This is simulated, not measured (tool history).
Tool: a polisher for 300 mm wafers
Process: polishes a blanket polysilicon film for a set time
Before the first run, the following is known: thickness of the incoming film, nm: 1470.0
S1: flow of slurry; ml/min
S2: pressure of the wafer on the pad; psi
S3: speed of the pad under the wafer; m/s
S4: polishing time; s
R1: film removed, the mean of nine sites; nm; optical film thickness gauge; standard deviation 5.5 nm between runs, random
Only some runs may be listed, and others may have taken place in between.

run,hour,S1,S2,S3,S4,R1
1,0.0,265,2.5,1.20,34,254.08
2,4.0,265,2.8,1.24,34,292.21
3,7.7,265,3.1,1.28,34,340.20
4,15.2,265,3.6,1.28,34,390.90
5,21.0,265,3.7,1.32,34,399.88
6,29.9,265,3.7,1.46,34,449.34
7,30.4,265,3.7,1.48,34,459.27

Expected results for the next run?
8,31.7,265,3.8,1.50,34,?

R1: 479.87 nm

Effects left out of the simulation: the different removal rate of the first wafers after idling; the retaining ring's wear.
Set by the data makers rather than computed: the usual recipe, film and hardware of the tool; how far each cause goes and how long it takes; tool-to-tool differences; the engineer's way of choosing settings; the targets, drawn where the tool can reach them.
